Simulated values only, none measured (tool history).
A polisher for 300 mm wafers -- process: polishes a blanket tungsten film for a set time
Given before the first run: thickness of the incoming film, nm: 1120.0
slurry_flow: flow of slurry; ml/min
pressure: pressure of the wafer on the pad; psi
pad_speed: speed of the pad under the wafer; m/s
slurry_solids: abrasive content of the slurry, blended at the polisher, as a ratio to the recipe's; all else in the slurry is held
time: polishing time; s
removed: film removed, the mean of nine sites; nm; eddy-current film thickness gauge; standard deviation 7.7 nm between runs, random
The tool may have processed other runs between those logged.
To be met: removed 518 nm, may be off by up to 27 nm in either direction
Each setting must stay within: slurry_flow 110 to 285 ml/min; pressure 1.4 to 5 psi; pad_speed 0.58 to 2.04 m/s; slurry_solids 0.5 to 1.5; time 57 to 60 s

{"run": 1, "hour": 0.0, "slurry_flow": 180, "pressure": 3.2, "pad_speed": 1.3, "slurry_solids": 1, "time": 57, "removed": 327.45}
{"run": 2, "hour": 8.0, "slurry_flow": 180, "pressure": 3.2, "pad_speed": 1.3, "slurry_solids": 1.15, "time": 57, "removed": 340.75}
{"run": 3, "hour": 12.5, "slurry_flow": 180, "pressure": 3.2, "pad_speed": 1.3, "slurry_solids": 1.25, "time": 57, "removed": 347.35}
{"run": 4, "hour": 14.5, "slurry_flow": 180, "pressure": 3.2, "pad_speed": 1.54, "slurry_solids": 1.25, "time": 57, "removed": 410.06}
{"run": 5, "hour": 15.9, "slurry_flow": 180, "pressure": 3.2, "pad_speed": 1.36, "slurry_solids": 1.25, "time": 57, "removed": 369.36}
{"run": 6, "hour": 18.4, "slurry_flow": 180, "pressure": 3.3, "pad_speed": 1.36, "slurry_solids": 1.25, "time": 57, "removed": 372.35}
{"run": 7, "hour": 27.2, "slurry_flow": 180, "pressure": 3.4, "pad_speed": 1.36, "slurry_solids": 1.25, "time": 57, "removed": 389.02}
{"run": 8, "hour": 34.3, "slurry_flow": 180, "pressure": 3.5, "pad_speed": 1.36, "slurry_solids": 1.25, "time": 57, "removed": 389.84}
{"run": 9, "hour": 36.0, "slurry_flow": 180, "pressure": 3.6, "pad_speed": 1.36, "slurry_solids": 1.25, "time": 57, "removed": 401.32}
{"run": 10, "hour": 37.2, "slurry_flow": 180, "pressure": 3.7, "pad_speed": 1.36, "slurry_solids": 1.25, "time": 57, "removed": 417.75}
{"run": 11, "hour": 40.7, "slurry_flow": 180, "pressure": 3.8, "pad_speed": 1.36, "slurry_solids": 1.25, "time": 57, "removed": 415.81}
{"run": 12, "hour": 41.8, "slurry_flow": 180, "pressure": 3.9, "pad_speed": 1.36, "slurry_solids": 1.25, "time": 57, "removed": 442.91}
{"run": 13, "hour": 45.0, "slurry_flow": 180, "pressure": 3.9, "pad_speed": 1.36, "slurry_solids": 1.25, "time": 57, "removed": 452.02}
{"run": 14, "hour": 45.6, "slurry_flow": 180, "pressure": 4.1, "pad_speed": 1.36, "slurry_solids": 1.25, "time": 57, "removed": 463.31}
{"run": 15, "hour": 47.9, "slurry_flow": 180, "pressure": 4.1, "pad_speed": 1.36, "slurry_solids": 1.25, "time": 57, "removed": 465.34}
{"run": 16, "hour": 53.1, "slurry_flow": 180, "pressure": 4.3, "pad_speed": 1.36, "slurry_solids": 1.25, "time": 57, "removed": 469.93}

Which one of the following 4 next-run settings gets every result inside its allowed miss? There is exactly one.
{"run": "A", "hour": 58.3, "slurry_flow": 145, "pressure": 3.6, "pad_speed": 1.48, "slurry_solids": 1.05, "time": 60, "removed": "?"}
{"run": "B", "hour": 58.3, "slurry_flow": 130, "pressure": 4.4, "pad_speed": 1.24, "slurry_solids": 1.05, "time": 57, "removed": "?"}
{"run": "C", "hour": 58.3, "slurry_flow": 215, "pressure": 4.8, "pad_speed": 1.18, "slurry_solids": 1.25, "time": 60, "removed": "?"}
{"run": "D", "hour": 58.3, "slurry_flow": 155, "pressure": 3, "pad_speed": 1.72, "slurry_solids": 1.3, "time": 57, "removed": "?"}

move=A removed=425.39
move=B removed=407.67
move=C removed=501
move=D removed=422.69
A: the biggest miss grows against the last run
B: the biggest miss grows against the last run
C: each result inside its tolerance
D: the biggest miss grows against the last run
The move that meets every target is C.
